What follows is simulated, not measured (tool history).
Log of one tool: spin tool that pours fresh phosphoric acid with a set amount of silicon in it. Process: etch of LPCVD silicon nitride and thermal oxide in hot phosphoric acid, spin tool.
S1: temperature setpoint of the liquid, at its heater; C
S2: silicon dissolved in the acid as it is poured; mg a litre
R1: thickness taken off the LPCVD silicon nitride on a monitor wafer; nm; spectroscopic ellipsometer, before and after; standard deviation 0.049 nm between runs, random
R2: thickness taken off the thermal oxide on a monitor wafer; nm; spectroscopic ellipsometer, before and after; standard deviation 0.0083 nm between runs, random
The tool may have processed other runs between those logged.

{"run": 1, "day": 0.0, "S1": 159.0, "S2": 15.0, "time under the liquid (s)": 180, "R1": 11.804, "R2": 0.27166}
{"run": 2, "day": 0.308, "S1": 159.0, "S2": 14.0, "time under the liquid (s)": 160, "R1": 10.457, "R2": 0.23947}
{"run": 3, "day": 0.442, "S1": 159.0, "S2": 9.5, "time under the liquid (s)": 160, "R1": 10.213, "R2": 0.25631}
{"run": 4, "day": 0.688, "S1": 159.0, "S2": 9.5, "time under the liquid (s)": 220, "R1": 14.375, "R2": 0.36373}
{"run": 5, "day": 0.892, "S1": 158.0, "S2": 9.5, "time under the liquid (s)": 220, "R1": 13.965, "R2": 0.37679}
{"run": 6, "day": 1.121, "S1": 157.0, "S2": 9.5, "time under the liquid (s)": 220, "R1": 13.068, "R2": 0.31073}
{"run": 7, "day": 1.288, "S1": 157.0, "S2": 8.5, "time under the liquid (s)": 200, "R1": 11.929, "R2": 0.30466}
{"run": 8, "day": 1.654, "S1": 157.0, "S2": 8.0, "time under the liquid (s)": 180, "R1": 10.636, "R2": 0.249}
{"run": 9, "day": 1.683, "S1": 157.0, "S2": 7.0, "time under the liquid (s)": 160, "R1": 9.7522, "R2": 0.23622}
{"day": 1.712, "done": "heated supply line repaired"}
{"run": 10, "day": 1.712, "S1": 157.0, "S2": 6.0, "time under the liquid (s)": 145, "R1": 9.8724, "R2": 0.26619}
{"run": 11, "day": 2.046, "S1": 157.0, "S2": 7.0, "time under the liquid (s)": 130, "R1": 8.829, "R2": 0.23699}
{"run": 12, "day": 2.167, "S1": 157.0, "S2": 7.5, "time under the liquid (s)": 115, "R1": 7.7105, "R2": 0.22642}
{"run": 13, "day": 2.288, "S1": 156.5, "S2": 17.0, "time under the liquid (s)": 45, "R1": 3.0014, "R2": 0.067043}

Run 14, settings as shown, results not yet in. Your forecast:
{"run": 14, "day": 2.625, "S1": 159.0, "S2": 12.5, "time under the liquid (s)": 65, "R1": "?", "R2": "?"}

For run 14 the tool returned R1 4.8155 nm, R2 0.125340 nm.
